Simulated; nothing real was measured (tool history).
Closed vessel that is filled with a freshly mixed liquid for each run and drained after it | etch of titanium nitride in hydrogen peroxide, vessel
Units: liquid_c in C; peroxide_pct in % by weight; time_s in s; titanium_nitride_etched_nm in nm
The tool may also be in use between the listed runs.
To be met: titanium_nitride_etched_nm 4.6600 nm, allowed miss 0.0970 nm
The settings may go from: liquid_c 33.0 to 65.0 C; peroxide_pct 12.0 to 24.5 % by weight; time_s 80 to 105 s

run    day  liquid_c  peroxide_pct  time_s  titanium_nitride_etched_nm
  1  0.000      49.0          16.5     105                      2.1573
  2  0.158      49.0          18.5     105                      2.2037
  3  0.500      42.5          18.5     105                      1.3602
  4  0.625      45.5          18.5     105                      1.7269
  5  0.729      48.0          18.5     105                      2.0542
  6  1.083      48.0          18.5     105                      2.0623
  7  1.158      50.0          18.5     105                      2.3850
  8  1.325      51.5          18.5     105                      2.6687

4 next moves are on the table. One of them brings every result within its allowed miss. Which?
  A  1.492      61.0          13.5     105                           ?
  B  1.492      64.5          21.0     105                           ?
  C  1.492      60.5          17.0     105                           ?
  D  1.492      60.0          16.0     105                           ?

move  titanium_nitride_etched_nm
   A                      4.8011
   B                      6.6625
   C                      4.8723
   D                      4.6498
A: takes the result that was furthest off past its target
B: takes the result that was furthest off past its target
C: takes the result that was furthest off past its target
D: meets every target
The right move is D.
